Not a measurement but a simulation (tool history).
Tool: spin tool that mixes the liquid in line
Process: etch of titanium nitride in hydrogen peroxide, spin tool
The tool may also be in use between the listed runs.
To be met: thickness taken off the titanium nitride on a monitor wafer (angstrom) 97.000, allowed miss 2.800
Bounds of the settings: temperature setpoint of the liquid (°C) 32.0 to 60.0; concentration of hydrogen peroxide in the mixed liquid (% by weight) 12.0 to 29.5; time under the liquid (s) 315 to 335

run    day  temperature setpoint of the liquid (°C)  concentration of hydrogen peroxide in the mixed liquid (% by weight)  time under the liquid (s)  thickness taken off the titanium nitride on a monitor wafer (angstrom)
  1  0.000                                     44.0                                                                  20.0                        315                                                                 108.980
  2  0.250                                     44.0                                                                  17.5                        315                                                                 106.270
  3  0.583                                     50.5                                                                  17.5                        315                                                                 172.200
  4  0.692                                     55.0                                                                  17.5                        315                                                                 236.280
  5  0.725                                     52.5                                                                  17.5                        315                                                                 198.180
  6  0.754                                     52.5                                                                  13.5                        315                                                                 186.980
  7  1.000                                     52.5                                                                  13.5                        315                                                                 188.100
  8  1.296                                     50.5                                                                  13.5                        315                                                                 161.280
  9  1.358                                     49.0                                                                  13.5                        315                                                                 145.040
 10  1.412                                     42.5                                                                  13.5                        315                                                                  90.115
 11  1.612                                     43.0                                                                  13.5                        315                                                                  93.275

Which of these 4 next moves meets every target?
  A  1.812                                     43.0                                                                  16.5                        315                                                                       ?
  B  1.812                                     43.5                                                                  14.5                        335                                                                       ?
  C  1.812                                     45.0                                                                  12.0                        315                                                                       ?
  D  1.812                                     44.5                                                                  12.0                        315                                                                       ?

move  thickness taken off the titanium nitride on a monitor wafer (angstrom)
   A                                                                  97.076
   B                                                                 104.320
   C                                                                 105.490
   D                                                                 101.630
A: meets every target
B: takes the result that was furthest off past its target
C: takes the result that was furthest off past its target
D: takes the result that was furthest off past its target
Move A is the one to make.
